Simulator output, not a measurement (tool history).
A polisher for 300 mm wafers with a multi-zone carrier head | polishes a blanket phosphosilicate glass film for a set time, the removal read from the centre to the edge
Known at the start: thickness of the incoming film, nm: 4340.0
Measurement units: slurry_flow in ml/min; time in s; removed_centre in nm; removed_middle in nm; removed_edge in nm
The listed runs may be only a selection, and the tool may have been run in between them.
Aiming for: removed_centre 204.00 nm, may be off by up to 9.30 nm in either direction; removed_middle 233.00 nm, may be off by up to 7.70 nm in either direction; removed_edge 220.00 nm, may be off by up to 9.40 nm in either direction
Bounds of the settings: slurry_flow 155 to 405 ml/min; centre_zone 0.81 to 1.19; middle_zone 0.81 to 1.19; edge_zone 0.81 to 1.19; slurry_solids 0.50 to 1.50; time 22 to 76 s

{"run": 1, "hour": 0.0, "slurry_flow": 260, "centre_zone": 1.0, "middle_zone": 1.0, "edge_zone": 1.0, "slurry_solids": 1.0, "time": 49, "removed_centre": 328.1, "removed_middle": 322.16, "removed_edge": 315.51}
{"run": 2, "hour": 1.1, "slurry_flow": 255, "centre_zone": 0.96, "middle_zone": 0.99, "edge_zone": 0.97, "slurry_solids": 0.85, "time": 48, "removed_centre": 280.38, "removed_middle": 283.88, "removed_edge": 283.91}
{"run": 3, "hour": 4.4, "slurry_flow": 215, "centre_zone": 0.96, "middle_zone": 0.99, "edge_zone": 0.97, "slurry_solids": 0.85, "time": 48, "removed_centre": 278.21, "removed_middle": 282.27, "removed_edge": 275.71}
{"run": 4, "hour": 6.9, "slurry_flow": 205, "centre_zone": 0.93, "middle_zone": 0.99, "edge_zone": 0.94, "slurry_solids": 0.8, "time": 48, "removed_centre": 257.13, "removed_middle": 274.29, "removed_edge": 268.79}
{"run": 5, "hour": 7.9, "slurry_flow": 200, "centre_zone": 0.92, "middle_zone": 1.0, "edge_zone": 0.92, "slurry_solids": 0.7, "time": 48, "removed_centre": 233.91, "removed_middle": 253.22, "removed_edge": 240.55}
{"run": 6, "hour": 10.3, "slurry_flow": 200, "centre_zone": 0.92, "middle_zone": 1.0, "edge_zone": 0.96, "slurry_solids": 0.7, "time": 48, "removed_centre": 231.48, "removed_middle": 251.7, "removed_edge": 244.71}
{"run": 7, "hour": 10.9, "slurry_flow": 195, "centre_zone": 0.91, "middle_zone": 1.01, "edge_zone": 0.96, "slurry_solids": 0.65, "time": 48, "removed_centre": 218.68, "removed_middle": 243.54, "removed_edge": 237.53}
{"run": 8, "hour": 16.9, "slurry_flow": 190, "centre_zone": 0.91, "middle_zone": 1.01, "edge_zone": 0.95, "slurry_solids": 0.65, "time": 48, "removed_centre": 218.39, "removed_middle": 239.81, "removed_edge": 240.84}
{"run": 9, "hour": 25.8, "slurry_flow": 190, "centre_zone": 0.9, "middle_zone": 1.01, "edge_zone": 0.93, "slurry_solids": 0.65, "time": 48, "removed_centre": 217.77, "removed_middle": 239.35, "removed_edge": 236.37}
{"run": 10, "hour": 29.3, "slurry_flow": 190, "centre_zone": 0.9, "middle_zone": 1.03, "edge_zone": 0.92, "slurry_solids": 0.65, "time": 48, "removed_centre": 218.73, "removed_middle": 246.1, "removed_edge": 229.95}
{"run": 11, "hour": 34.5, "slurry_flow": 190, "centre_zone": 0.89, "middle_zone": 1.03, "edge_zone": 0.91, "slurry_solids": 0.65, "time": 48, "removed_centre": 211.38, "removed_middle": 246.67, "removed_edge": 234.48}
{"run": 12, "hour": 43.5, "slurry_flow": 185, "centre_zone": 0.89, "middle_zone": 1.03, "edge_zone": 0.9, "slurry_solids": 0.65, "time": 48, "removed_centre": 210.15, "removed_middle": 246.62, "removed_edge": 225.82}
{"run": 13, "hour": 47.6, "slurry_flow": 185, "centre_zone": 0.89, "middle_zone": 1.02, "edge_zone": 0.9, "slurry_solids": 0.65, "time": 48, "removed_centre": 215.85, "removed_middle": 238.16, "removed_edge": 228.25}
{"run": 14, "hour": 52.4, "slurry_flow": 180, "centre_zone": 0.88, "middle_zone": 1.02, "edge_zone": 0.89, "slurry_solids": 0.65, "time": 48, "removed_centre": 204.17, "removed_middle": 244.95, "removed_edge": 224.42}

Exactly one of the 4 candidate moves below puts every result within its allowed miss. Which one?
{"run": "A", "hour": 57.2, "slurry_flow": 155, "centre_zone": 0.91, "middle_zone": 1.06, "edge_zone": 0.93, "slurry_solids": 0.85, "time": 40, "removed_centre": "?", "removed_middle": "?", "removed_edge": "?"}
{"run": "B", "hour": 57.2, "slurry_flow": 155, "centre_zone": 0.91, "middle_zone": 1.05, "edge_zone": 0.81, "slurry_solids": 0.65, "time": 46, "removed_centre": "?", "removed_middle": "?", "removed_edge": "?"}
{"run": "C", "hour": 57.2, "slurry_flow": 170, "centre_zone": 0.87, "middle_zone": 1.08, "edge_zone": 0.84, "slurry_solids": 0.65, "time": 50, "removed_centre": "?", "removed_middle": "?", "removed_edge": "?"}
{"run": "D", "hour": 57.2, "slurry_flow": 245, "centre_zone": 0.82, "middle_zone": 0.94, "edge_zone": 1.04, "slurry_solids": 0.5, "time": 56, "removed_centre": "?", "removed_middle": "?", "removed_edge": "?"}

move=A removed_centre=207.54 removed_middle=235.90 removed_edge=218.03
move=B removed_centre=204.25 removed_middle=230.74 removed_edge=201.66
move=C removed_centre=216.32 removed_middle=259.39 removed_edge=225.01
move=D removed_centre=202.28 removed_middle=232.81 removed_edge=241.97
A: all results land within tolerance of their targets
B: brings the last run's worst result on target, with another outside its allowed miss
C: further off than the last run
D: brings the last run's worst result on target, with another outside its allowed miss
The right move is A.

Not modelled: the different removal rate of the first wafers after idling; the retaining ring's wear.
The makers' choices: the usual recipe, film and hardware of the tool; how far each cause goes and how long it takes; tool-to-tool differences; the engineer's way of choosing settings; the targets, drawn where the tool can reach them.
